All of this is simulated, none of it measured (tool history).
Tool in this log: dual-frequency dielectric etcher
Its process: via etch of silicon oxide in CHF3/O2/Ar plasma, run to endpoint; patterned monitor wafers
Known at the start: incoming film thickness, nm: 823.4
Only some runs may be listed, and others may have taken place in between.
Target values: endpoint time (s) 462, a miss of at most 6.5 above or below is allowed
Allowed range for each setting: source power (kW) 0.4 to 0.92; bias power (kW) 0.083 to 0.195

{"run": 1, "day": 0.0, "source power (kW)": 0.66, "bias power (kW)": 0.139, "endpoint time (s)": 421.69}
{"run": 2, "day": 0.129, "source power (kW)": 0.71, "bias power (kW)": 0.139, "endpoint time (s)": 410.15}
{"run": 3, "day": 0.425, "source power (kW)": 0.66, "bias power (kW)": 0.139, "endpoint time (s)": 422.47}
{"run": 4, "day": 0.6, "source power (kW)": 0.61, "bias power (kW)": 0.138, "endpoint time (s)": 441.92}
{"run": 5, "day": 0.704, "source power (kW)": 0.51, "bias power (kW)": 0.138, "endpoint time (s)": 481.39}
{"run": 6, "day": 0.804, "source power (kW)": 0.62, "bias power (kW)": 0.138, "endpoint time (s)": 440.84}
{"run": 7, "day": 0.929, "source power (kW)": 0.6, "bias power (kW)": 0.138, "endpoint time (s)": 445.74}
{"run": 8, "day": 1.033, "source power (kW)": 0.59, "bias power (kW)": 0.138, "endpoint time (s)": 443.98}

Which one of the following 5 next-run settings gets every result inside its allowed miss? There is exactly one.
{"run": "A", "day": 1.138, "source power (kW)": 0.55, "bias power (kW)": 0.142, "endpoint time (s)": "?"}
{"run": "B", "day": 1.138, "source power (kW)": 0.6, "bias power (kW)": 0.133, "endpoint time (s)": "?"}
{"run": "C", "day": 1.138, "source power (kW)": 0.59, "bias power (kW)": 0.141, "endpoint time (s)": "?"}
{"run": "D", "day": 1.138, "source power (kW)": 0.55, "bias power (kW)": 0.158, "endpoint time (s)": "?"}
{"run": "E", "day": 1.138, "source power (kW)": 0.52, "bias power (kW)": 0.134, "endpoint time (s)": "?"}

move=A endpoint_time_(s)=462.52
move=B endpoint_time_(s)=452.8
move=C endpoint_time_(s)=446.97
move=D endpoint_time_(s)=444.27
move=E endpoint_time_(s)=487.15
A: hits every target within its allowed miss
B: an improvement on the last run, though not all results are within tolerance
C: an improvement on the last run, though not all results are within tolerance
D: just as far off the targets as the last run
E: carries the result that was furthest off beyond its target, to the other side
So the answer is move A, the one that meets all the targets.
